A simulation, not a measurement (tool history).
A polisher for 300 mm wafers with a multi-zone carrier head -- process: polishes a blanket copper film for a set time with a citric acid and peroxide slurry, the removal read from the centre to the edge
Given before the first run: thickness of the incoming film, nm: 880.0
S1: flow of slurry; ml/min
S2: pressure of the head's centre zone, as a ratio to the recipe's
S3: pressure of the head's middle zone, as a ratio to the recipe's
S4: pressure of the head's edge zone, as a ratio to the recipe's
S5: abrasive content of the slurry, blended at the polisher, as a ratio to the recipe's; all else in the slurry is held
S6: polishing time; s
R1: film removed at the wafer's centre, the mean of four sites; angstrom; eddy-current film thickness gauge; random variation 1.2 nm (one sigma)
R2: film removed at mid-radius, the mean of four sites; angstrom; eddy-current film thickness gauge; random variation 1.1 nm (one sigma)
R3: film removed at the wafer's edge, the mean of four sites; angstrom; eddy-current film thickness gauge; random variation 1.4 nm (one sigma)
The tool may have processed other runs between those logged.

run  hour   S1    S2    S3    S4   S5  S6      R1      R2      R3
  1     0  205     1     1     1    1  54  1266.6  1253.9  1269.2
  2   5.6  205     1     1     1  0.9  54  1249.8  1227.2  1270.5
  3   9.2  215     1  1.03  1.01  0.9  54  1246.3  1269.5  1280.9
  4  11.7  220     1  1.05  1.01  0.9  54  1271.4  1301.1  1255.1
  5  15.8  220     1  1.05  1.06  0.9  54  1282.4  1299.6  1285.9
  6  19.6  220  1.05  1.05  1.06  0.9  54  1318.6    1289  1256.7
  7  27.4  225  1.03  1.07  1.07  0.9  54  1315.9  1336.8  1291.6
  8    34  230  1.02  1.08  1.08  0.9  54  1260.7  1339.8  1303.2

Forecast run 9:
  9  39.5  235  1.03  1.09  1.08  0.95  54   ?   ?   ?

Run 9 yielded R1 1328.8 angstrom, R2 1371.4 angstrom, R3 1299.9 angstrom.
